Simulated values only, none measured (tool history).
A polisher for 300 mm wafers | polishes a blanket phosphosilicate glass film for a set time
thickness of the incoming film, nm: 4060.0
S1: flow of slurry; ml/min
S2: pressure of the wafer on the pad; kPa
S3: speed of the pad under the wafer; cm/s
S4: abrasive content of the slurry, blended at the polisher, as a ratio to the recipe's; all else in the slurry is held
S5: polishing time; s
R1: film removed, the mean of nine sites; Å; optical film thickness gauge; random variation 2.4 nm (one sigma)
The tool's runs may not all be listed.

run  hour   S1    S2  S3    S4  S5      R1
  1   0.0  160  28.3  86  1.00  32  2899.6
  2   1.9  160  28.3  86  1.00  32  2974.1
  3   9.6  160  28.3  86  1.00  32  2989.5
  4  13.8  160  26.9  86  1.00  32  2827.1
  5  18.9  160  25.5  86  1.00  32  2617.3
  6  23.7  160  25.5  86  1.15  32  2860.7
  7  30.6  160  24.1  86  1.15  32  2710.1
  8  35.5  160  24.1  86  1.15  32  2677.5
  9  38.2  160  22.8  86  1.15  32  2573.2
 10  43.0  160  21.4  86  1.15  32  2414.9
 11  49.3  160  20.7  86  1.15  32  2325.9
 12  50.7  160  20.0  86  1.15  32  2235.3

Forecast run 13:
 13  58.4  160  19.3  86  1.15  32   ?

{"run 13": {"R1": 2214.8}}
